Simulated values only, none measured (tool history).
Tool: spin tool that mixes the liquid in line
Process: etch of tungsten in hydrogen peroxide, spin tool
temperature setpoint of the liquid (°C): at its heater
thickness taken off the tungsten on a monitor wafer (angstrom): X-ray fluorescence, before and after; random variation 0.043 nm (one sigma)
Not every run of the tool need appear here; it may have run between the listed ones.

| run | hour | temperature setpoint of the liquid (°C) | concentration of hydrogen peroxide in the mixed liquid (% by weight) | time under the liquid (s) | thickness taken off the tungsten on a monitor wafer (angstrom) |
|---|---|---|---|---|---|
| 1 | 0.0 | 45.0 | 17.0 | 15 | 122.180 |
| 2 | 3.3 | 39.0 | 17.0 | 15 | 82.927 |
| 3 | 8.2 | 39.0 | 19.5 | 15 | 88.610 |
| 4 | 15.9 | 39.0 | 19.5 | 15 | 88.660 |
| 5 | 21.3 | 37.0 | 19.5 | 15 | 79.037 |
| 6 | 23.4 | 35.5 | 19.0 | 15 | 70.230 |
| 7 | 30.4 | 34.5 | 19.0 | 15 | 65.392 |

What does the tool deliver on the next run?
| 8 | 31.2 | 34.0 | 19.0 | 15 | ? |

{"run 8": {"thickness taken off the tungsten on a monitor wafer (angstrom)": 63.258}}
